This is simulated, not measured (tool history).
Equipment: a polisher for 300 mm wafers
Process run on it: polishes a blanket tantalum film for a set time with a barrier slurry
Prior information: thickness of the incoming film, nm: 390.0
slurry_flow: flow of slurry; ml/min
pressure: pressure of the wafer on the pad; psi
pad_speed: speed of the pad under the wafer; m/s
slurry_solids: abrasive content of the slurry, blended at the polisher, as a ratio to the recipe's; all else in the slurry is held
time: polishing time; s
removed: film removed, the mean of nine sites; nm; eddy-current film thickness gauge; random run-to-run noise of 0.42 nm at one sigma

run	hour	slurry_flow	pressure	pad_speed	slurry_solids	time	removed
1	0.0	210	2.5	1.04	1.0	63	125.930
2	1.0	205	2.1	1.00	1.0	63	102.350
3	5.5	205	2.1	0.92	1.0	63	94.261
4	13.2	200	1.8	0.92	1.0	63	81.015
5	17.7	200	1.5	0.92	1.0	63	67.556
6	18.4	195	1.5	0.92	1.0	63	67.793
7	20.0	185	1.5	0.92	1.0	63	66.386

Forecast run 8:
8	25.5	175	1.5	0.92	1.0	63	?

removed: 67.230 nm
